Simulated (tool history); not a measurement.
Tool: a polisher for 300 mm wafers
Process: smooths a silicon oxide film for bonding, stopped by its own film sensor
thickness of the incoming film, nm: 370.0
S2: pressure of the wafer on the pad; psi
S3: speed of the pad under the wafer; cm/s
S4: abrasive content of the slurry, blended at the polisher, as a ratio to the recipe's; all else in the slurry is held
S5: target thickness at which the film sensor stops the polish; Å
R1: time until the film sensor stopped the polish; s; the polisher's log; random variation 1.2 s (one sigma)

{"run": 1, "hour": 0.0, "flow of slurry (ml/min)": 235, "S2": 2.8, "S3": 92, "S4": 1, "S5": 2750, "R1": 87.599}
{"run": 2, "hour": 1.7, "flow of slurry (ml/min)": 235, "S2": 2.5, "S3": 92, "S4": 1, "S5": 2750, "R1": 100.07}
{"run": 3, "hour": 6.3, "flow of slurry (ml/min)": 235, "S2": 1.8, "S3": 92, "S4": 1, "S5": 2750, "R1": 130.92}
{"run": 4, "hour": 7.5, "flow of slurry (ml/min)": 235, "S2": 1.8, "S3": 76, "S4": 1, "S5": 2750, "R1": 156.63}
{"run": 5, "hour": 9.7, "flow of slurry (ml/min)": 235, "S2": 2, "S3": 76, "S4": 1, "S5": 2750, "R1": 143.57}
{"run": 6, "hour": 16.4, "flow of slurry (ml/min)": 235, "S2": 2, "S3": 76, "S4": 1, "S5": 2700, "R1": 147.54}

Run 7 comes next. What will it give?
{"run": 7, "hour": 22.4, "flow of slurry (ml/min)": 235, "S2": 2.1, "S3": 76, "S4": 1, "S5": 2700, "R1": "?"}

R1: 141.17 s
